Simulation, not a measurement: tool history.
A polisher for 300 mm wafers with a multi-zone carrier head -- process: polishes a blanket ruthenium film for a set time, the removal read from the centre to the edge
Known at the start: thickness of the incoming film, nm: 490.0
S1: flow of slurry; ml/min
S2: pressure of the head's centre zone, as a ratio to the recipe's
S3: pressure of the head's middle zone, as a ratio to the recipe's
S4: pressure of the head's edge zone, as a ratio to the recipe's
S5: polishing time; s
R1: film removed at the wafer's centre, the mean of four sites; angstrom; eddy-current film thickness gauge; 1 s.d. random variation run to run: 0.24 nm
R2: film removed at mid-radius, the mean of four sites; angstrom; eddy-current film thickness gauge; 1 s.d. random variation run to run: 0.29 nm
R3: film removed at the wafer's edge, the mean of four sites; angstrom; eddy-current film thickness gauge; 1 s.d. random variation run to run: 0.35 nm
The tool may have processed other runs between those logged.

run 1 hour=0 | S1=215 S2=1 S3=1 S4=1 S5=87 | R1=639.71 R2=634.42 R3=668.66
run 2 hour=3.2 | S1=195 S2=0.94 S3=1.01 S4=0.99 S5=78 | R1=526.64 R2=566.12 R3=589.38
run 3 hour=10 | S1=195 S2=0.94 S3=1.01 S4=0.99 S5=86 | R1=579.35 R2=631.19 R3=642.11
run 4 hour=18.9 | S1=180 S2=0.9 S3=1.01 S4=0.98 S5=79 | R1=506.91 R2=569.77 R3=582.89
run 5 hour=21.5 | S1=170 S2=0.87 S3=1.02 S4=0.98 S5=73 | R1=443.77 R2=522.16 R3=533.39
run 6 hour=25.4 | S1=170 S2=0.93 S3=1.02 S4=0.98 S5=73 | R1=477.18 R2=513.54 R3=537.84
run 7 hour=29.6 | S1=135 S2=0.83 S3=1.01 S4=0.95 S5=58 | R1=318.36 R2=391.21 R3=403.99
run 8 hour=33.8 | S1=160 S2=0.83 S3=1.02 S4=0.96 S5=58 | R1=330.25 R2=410.45 R3=420.01

Estimate the outcome of run 9 from the log above:
run 9 hour=35.4 | S1=175 S2=0.83 S3=1.02 S4=0.96 S5=58 | R1=? R2=? R3=?

{"run 9": {"R1": 339.32, "R2": 413.47, "R3": 420.89}}

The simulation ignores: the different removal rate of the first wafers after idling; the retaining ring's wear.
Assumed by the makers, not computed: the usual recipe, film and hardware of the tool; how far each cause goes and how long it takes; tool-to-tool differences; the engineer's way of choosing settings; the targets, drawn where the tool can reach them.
